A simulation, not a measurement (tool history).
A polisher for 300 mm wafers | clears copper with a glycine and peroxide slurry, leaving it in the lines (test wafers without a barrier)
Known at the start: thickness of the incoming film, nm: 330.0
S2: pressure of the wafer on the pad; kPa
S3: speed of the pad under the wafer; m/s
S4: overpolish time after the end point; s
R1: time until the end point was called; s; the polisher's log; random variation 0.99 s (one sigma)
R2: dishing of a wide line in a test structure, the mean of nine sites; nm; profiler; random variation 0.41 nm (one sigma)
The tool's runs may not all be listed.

run 1 day=0 | flow_of_slurry_(ml/min)=200 S2=13.1 S3=0.84 S4=19 | R1=91.067 R2=42.629
run 2 day=0.2 | flow_of_slurry_(ml/min)=200 S2=13.1 S3=0.84 S4=11 | R1=90.933 R2=27.784
run 3 day=0.238 | flow_of_slurry_(ml/min)=195 S2=12.4 S3=0.84 S4=13 | R1=93.869 R2=30.652
run 4 day=0.479 | flow_of_slurry_(ml/min)=230 S2=12.4 S3=0.84 S4=13 | R1=91.508 R2=31.74
run 5 day=0.646 | flow_of_slurry_(ml/min)=230 S2=12.4 S3=0.72 S4=13 | R1=103.72 R2=28.788
run 6 day=0.85 | flow_of_slurry_(ml/min)=205 S2=12.4 S3=0.72 S4=13 | R1=105.08 R2=28.079
run 7 day=1.058 | flow_of_slurry_(ml/min)=210 S2=12.4 S3=0.72 S4=14 | R1=103.76 R2=30.658

Forecast run 8:
run 8 day=1.246 | flow_of_slurry_(ml/min)=215 S2=12.4 S3=0.72 S4=15 | R1=? R2=?

R1: 104.3 s
R2: 32.595 nm
